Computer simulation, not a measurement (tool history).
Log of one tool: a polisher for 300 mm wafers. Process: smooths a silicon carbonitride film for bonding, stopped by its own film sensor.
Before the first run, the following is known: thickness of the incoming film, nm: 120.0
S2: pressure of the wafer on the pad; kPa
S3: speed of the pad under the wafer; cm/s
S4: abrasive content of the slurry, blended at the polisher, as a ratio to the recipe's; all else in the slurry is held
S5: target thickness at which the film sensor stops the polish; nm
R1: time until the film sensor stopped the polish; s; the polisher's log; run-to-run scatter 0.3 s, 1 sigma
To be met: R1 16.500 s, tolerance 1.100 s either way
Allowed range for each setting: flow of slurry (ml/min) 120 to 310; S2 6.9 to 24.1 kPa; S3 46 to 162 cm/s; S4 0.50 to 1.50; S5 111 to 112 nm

{"run": 1, "hour": 0.0, "flow of slurry (ml/min)": 200, "S2": 15.2, "S3": 104, "S4": 1.0, "S5": 111, "R1": 28.036}
{"run": 2, "hour": 3.7, "flow of slurry (ml/min)": 200, "S2": 16.5, "S3": 106, "S4": 1.0, "S5": 111, "R1": 24.967}
{"run": 3, "hour": 8.4, "flow of slurry (ml/min)": 200, "S2": 16.5, "S3": 106, "S4": 0.8, "S5": 111, "R1": 27.961}
{"run": 4, "hour": 15.3, "flow of slurry (ml/min)": 155, "S2": 16.5, "S3": 106, "S4": 0.8, "S5": 111, "R1": 29.352}
{"run": 5, "hour": 23.6, "flow of slurry (ml/min)": 155, "S2": 16.5, "S3": 106, "S4": 0.95, "S5": 111, "R1": 26.933}
{"run": 6, "hour": 30.1, "flow of slurry (ml/min)": 155, "S2": 17.9, "S3": 108, "S4": 0.95, "S5": 111, "R1": 24.57}
{"run": 7, "hour": 34.7, "flow of slurry (ml/min)": 155, "S2": 18.6, "S3": 110, "S4": 0.95, "S5": 111, "R1": 23.326}
{"run": 8, "hour": 41.1, "flow of slurry (ml/min)": 155, "S2": 19.3, "S3": 112, "S4": 0.95, "S5": 111, "R1": 22.228}
{"run": 9, "hour": 43.3, "flow of slurry (ml/min)": 155, "S2": 20.0, "S3": 114, "S4": 0.95, "S5": 111, "R1": 21.247}
{"run": 10, "hour": 46.3, "flow of slurry (ml/min)": 155, "S2": 20.7, "S3": 116, "S4": 0.95, "S5": 111, "R1": 20.358}

Pick the move, out of 5, that brings all results within their allowed miss; only one does.
{"run": "A", "hour": 49.3, "flow of slurry (ml/min)": 150, "S2": 20.7, "S3": 118, "S4": 0.95, "S5": 111, "R1": "?"}
{"run": "B", "hour": 49.3, "flow of slurry (ml/min)": 125, "S2": 24.1, "S3": 110, "S4": 0.95, "S5": 112, "R1": "?"}
{"run": "C", "hour": 49.3, "flow of slurry (ml/min)": 220, "S2": 20.7, "S3": 110, "S4": 0.8, "S5": 111, "R1": "?"}
{"run": "D", "hour": 49.3, "flow of slurry (ml/min)": 150, "S2": 17.9, "S3": 96, "S4": 0.9, "S5": 111, "R1": "?"}
{"run": "E", "hour": 49.3, "flow of slurry (ml/min)": 120, "S2": 19.3, "S3": 104, "S4": 1.0, "S5": 111, "R1": "?"}

move=A R1=20.433
move=B R1=17.079
move=C R1=21.750
move=D R1=27.684
move=E R1=24.554
A: neither nearer nor further off than the last run
B: every result lands within tolerance
C: its largest miss is bigger than the last run's
D: its largest miss is bigger than the last run's
E: its largest miss is bigger than the last run's
Answer: B

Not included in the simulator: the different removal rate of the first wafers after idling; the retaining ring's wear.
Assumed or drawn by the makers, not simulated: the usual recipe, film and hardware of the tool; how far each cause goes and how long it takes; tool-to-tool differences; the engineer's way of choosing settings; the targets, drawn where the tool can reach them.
